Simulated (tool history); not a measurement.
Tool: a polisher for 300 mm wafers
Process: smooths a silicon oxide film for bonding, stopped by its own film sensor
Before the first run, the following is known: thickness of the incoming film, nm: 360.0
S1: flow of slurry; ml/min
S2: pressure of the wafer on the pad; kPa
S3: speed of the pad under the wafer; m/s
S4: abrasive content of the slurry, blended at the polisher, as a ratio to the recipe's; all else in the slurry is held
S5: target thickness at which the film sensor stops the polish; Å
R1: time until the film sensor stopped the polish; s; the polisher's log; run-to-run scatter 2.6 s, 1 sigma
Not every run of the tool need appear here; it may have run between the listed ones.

run 1 hour=0 | S1=160 S2=16.5 S3=1.06 S4=1 S5=2960 | R1=87.917
run 2 hour=7.5 | S1=185 S2=16.5 S3=1.06 S4=1 S5=2960 | R1=84.218
run 3 hour=8.4 | S1=185 S2=16.5 S3=1.24 S4=1 S5=2960 | R1=72.821
run 4 hour=15.3 | S1=185 S2=16.5 S3=1.24 S4=1.1 S5=2960 | R1=71.407
run 5 hour=18.8 | S1=185 S2=18.6 S3=1.24 S4=1.1 S5=2960 | R1=65.647
run 6 hour=26.8 | S1=185 S2=16.5 S3=1.18 S4=1.1 S5=2960 | R1=73.126
run 7 hour=32.7 | S1=185 S2=15.2 S3=1.12 S4=1.1 S5=2960 | R1=81.693

Run 8 comes next. What will it give?
run 8 hour=39.5 | S1=185 S2=13.8 S3=1.08 S4=1.1 S5=2960 | R1=?

{"run 8": {"R1": 90.297}}
